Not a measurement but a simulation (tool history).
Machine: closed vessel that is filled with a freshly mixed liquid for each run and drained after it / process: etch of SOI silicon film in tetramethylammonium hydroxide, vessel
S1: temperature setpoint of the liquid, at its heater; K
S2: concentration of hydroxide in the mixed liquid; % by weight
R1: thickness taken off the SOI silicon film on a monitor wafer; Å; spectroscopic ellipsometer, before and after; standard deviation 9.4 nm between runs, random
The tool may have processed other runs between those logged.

run 1 day=0.000 | S1=344.15 S2=16.5 time_in_the_liquid_(s)=100 | R1=6225.1
run 2 day=0.183 | S1=344.15 S2=18.5 time_in_the_liquid_(s)=100 | R1=6054.0
run 3 day=0.571 | S1=340.15 S2=18.5 time_in_the_liquid_(s)=100 | R1=4777.9
run 4 day=0.871 | S1=340.15 S2=18.5 time_in_the_liquid_(s)=100 | R1=4723.3
run 5 day=1.221 | S1=343.15 S2=18.5 time_in_the_liquid_(s)=100 | R1=5736.7
run 6 day=1.279 | S1=343.15 S2=18.5 time_in_the_liquid_(s)=105 | R1=5978.2
run 7 day=1.550 | S1=345.15 S2=18.5 time_in_the_liquid_(s)=105 | R1=6648.3
run 8 day=1.742 | S1=346.65 S2=18.5 time_in_the_liquid_(s)=105 | R1=7268.5

Run 9 has not been measured yet. What should we expect?
run 9 day=2.092 | S1=347.65 S2=18.5 time_in_the_liquid_(s)=105 | R1=?

Run 9 produced R1 7782.6 Å.
